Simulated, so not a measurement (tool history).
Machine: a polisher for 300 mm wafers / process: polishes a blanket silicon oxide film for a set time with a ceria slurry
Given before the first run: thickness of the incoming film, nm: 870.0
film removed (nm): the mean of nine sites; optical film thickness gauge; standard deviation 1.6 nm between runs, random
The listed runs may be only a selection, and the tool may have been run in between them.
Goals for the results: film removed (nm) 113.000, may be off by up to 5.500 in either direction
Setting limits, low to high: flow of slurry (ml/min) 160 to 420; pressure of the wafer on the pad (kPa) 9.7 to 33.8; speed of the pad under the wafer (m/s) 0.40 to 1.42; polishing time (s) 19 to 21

| run | hour | flow of slurry (ml/min) | pressure of the wafer on the pad (kPa) | speed of the pad under the wafer (m/s) | polishing time (s) | film removed (nm) |
|---|---|---|---|---|---|---|
| 1 | 0.0 | 270 | 21.4 | 0.90 | 21 | 85.307 |
| 2 | 6.9 | 270 | 24.1 | 0.90 | 21 | 95.821 |
| 3 | 12.2 | 270 | 21.4 | 0.90 | 21 | 87.521 |
| 4 | 19.5 | 270 | 21.4 | 0.90 | 21 | 86.509 |
| 5 | 25.4 | 270 | 22.8 | 0.90 | 21 | 88.544 |
| 6 | 33.0 | 270 | 24.1 | 0.90 | 21 | 96.787 |
| 7 | 41.4 | 270 | 24.8 | 0.90 | 21 | 97.583 |
| 8 | 44.6 | 270 | 24.8 | 0.90 | 21 | 98.160 |
| 9 | 52.6 | 270 | 25.5 | 0.90 | 21 | 99.497 |
| 10 | 60.8 | 270 | 26.2 | 0.90 | 21 | 103.290 |

Which one of the following 5 next-run settings gets every result inside its allowed miss? There is exactly one.
| A | 69.0 | 250 | 29.0 | 0.76 | 21 | ? |
| B | 69.0 | 320 | 26.2 | 0.76 | 20 | ? |
| C | 69.0 | 325 | 29.0 | 0.86 | 21 | ? |
| D | 69.0 | 235 | 21.4 | 1.04 | 19 | ? |
| E | 69.0 | 290 | 23.4 | 1.08 | 19 | ? |

| move | film removed (nm) |
|---|---|
| A | 101.030 |
| B | 90.405 |
| C | 112.720 |
| D | 86.501 |
| E | 98.533 |
A: further off than the last run
B: further off than the last run
C: every result lands within tolerance
D: further off than the last run
E: further off than the last run
Answer: C
